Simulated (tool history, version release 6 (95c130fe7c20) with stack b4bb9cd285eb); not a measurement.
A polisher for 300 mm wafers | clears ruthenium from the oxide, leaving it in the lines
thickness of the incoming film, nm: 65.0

run,day,flow of slurry (ml/min),pressure of the wafer on the pad (kPa),speed of the pad under the wafer (m/s),overpolish time after the end point (s),time until the end point was called (s)
1,0,200,10.3,0.76,17,116.13
2,0.308,170,10.3,0.76,17,116.56
3,0.346,170,10.3,0.76,17,120.53
4,0.625,170,10.3,0.68,17,128.73
5,0.708,170,12.4,0.68,17,114.14
6,0.746,170,11.7,0.68,17,116.76
7,1.071,165,9,0.64,17,148.91
8,1.171,165,9,0.64,17,150.72

Run 9 comes next. What will it give?
9,1.392,165,7.6,0.64,17,?

time until the end point was called (s): 163.28
